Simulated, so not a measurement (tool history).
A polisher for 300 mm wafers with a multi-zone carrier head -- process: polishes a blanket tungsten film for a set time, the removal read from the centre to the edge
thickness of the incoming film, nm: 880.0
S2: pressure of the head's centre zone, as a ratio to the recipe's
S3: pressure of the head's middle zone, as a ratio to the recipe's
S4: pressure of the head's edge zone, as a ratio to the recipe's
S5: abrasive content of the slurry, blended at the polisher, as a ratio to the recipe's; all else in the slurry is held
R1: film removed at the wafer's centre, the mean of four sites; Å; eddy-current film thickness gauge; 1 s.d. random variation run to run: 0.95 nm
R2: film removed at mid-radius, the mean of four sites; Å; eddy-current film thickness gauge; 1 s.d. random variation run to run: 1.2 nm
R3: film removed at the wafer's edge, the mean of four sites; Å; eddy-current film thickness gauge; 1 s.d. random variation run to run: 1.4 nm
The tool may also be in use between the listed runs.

Run 1, hour 0.0: flow of slurry (ml/min) 260, S2 1.00, S3 1.00, S4 1.00, S5 1.00, polishing time (s) 79. Result: R1 2103.0 Å, R2 2065.7 Å, R3 2023.9 Å.
Run 2, hour 3.9: flow of slurry (ml/min) 260, S2 1.00, S3 1.07, S4 1.00, S5 1.00, polishing time (s) 79. Result: R1 2139.9 Å, R2 2200.6 Å, R3 2040.1 Å.
Run 3, hour 6.2: flow of slurry (ml/min) 220, S2 1.00, S3 1.07, S4 1.00, S5 1.00, polishing time (s) 79. Result: R1 2059.7 Å, R2 2122.2 Å, R3 2017.8 Å.
Run 4, hour 7.5: flow of slurry (ml/min) 210, S2 0.97, S3 1.05, S4 0.99, S5 0.90, polishing time (s) 72. Result: R1 1806.4 Å, R2 1842.6 Å, R3 1726.9 Å.
At hour 8.9: centre zone pressure recalibrated.
Run 5, hour 8.9: flow of slurry (ml/min) 210, S2 0.97, S3 1.05, S4 0.99, S5 1.05, polishing time (s) 72. Result: R1 1781.7 Å, R2 1940.5 Å, R3 1818.3 Å.
Run 6, hour 15.6: flow of slurry (ml/min) 210, S2 0.93, S3 1.05, S4 0.99, S5 1.05, polishing time (s) 72. Result: R1 1727.3 Å, R2 1915.8 Å, R3 1829.0 Å.
Run 7, hour 20.5: flow of slurry (ml/min) 200, S2 0.91, S3 1.03, S4 1.00, S5 1.00, polishing time (s) 65. Result: R1 1480.9 Å, R2 1694.0 Å, R3 1656.8 Å.
Run 8, hour 26.4: flow of slurry (ml/min) 195, S2 0.90, S3 1.01, S4 1.00, S5 0.90, polishing time (s) 60. Result: R1 1320.5 Å, R2 1507.3 Å, R3 1463.8 Å.

For run 9, what comes out?
Run 9, hour 27.9: flow of slurry (ml/min) 190, S2 0.89, S3 0.98, S4 1.00, S5 0.85, polishing time (s) 58. Result: R1 ?, R2 ?, R3 ?.

R1: 1269.8 Å
R2: 1378.5 Å
R3: 1394.2 Å
